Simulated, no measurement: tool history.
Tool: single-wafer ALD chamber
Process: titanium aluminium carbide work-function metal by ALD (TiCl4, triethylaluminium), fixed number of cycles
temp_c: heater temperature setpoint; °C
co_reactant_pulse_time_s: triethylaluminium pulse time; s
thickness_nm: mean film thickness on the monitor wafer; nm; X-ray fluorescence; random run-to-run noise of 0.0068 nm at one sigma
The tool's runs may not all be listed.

run,hour,temp_c,co_reactant_pulse_time_s,thickness_nm
1,0.0,295,11.55,1.9814
2,8.7,295,9.78,1.9484
3,15.0,295,7.33,1.8701
4,17.9,299,7.33,1.8939
5,21.6,297,7.15,1.8778
6,26.6,295,7.03,1.8474
7,32.7,294,6.99,1.8528
8,40.1,293,6.91,1.8211
9,41.3,293,6.90,1.8332
10,44.2,287,6.41,1.7561
11,50.3,287,6.43,1.7584

What will run 12 give?
12,55.6,287,6.45,?

{"run 12": {"thickness_nm": 1.7549}}
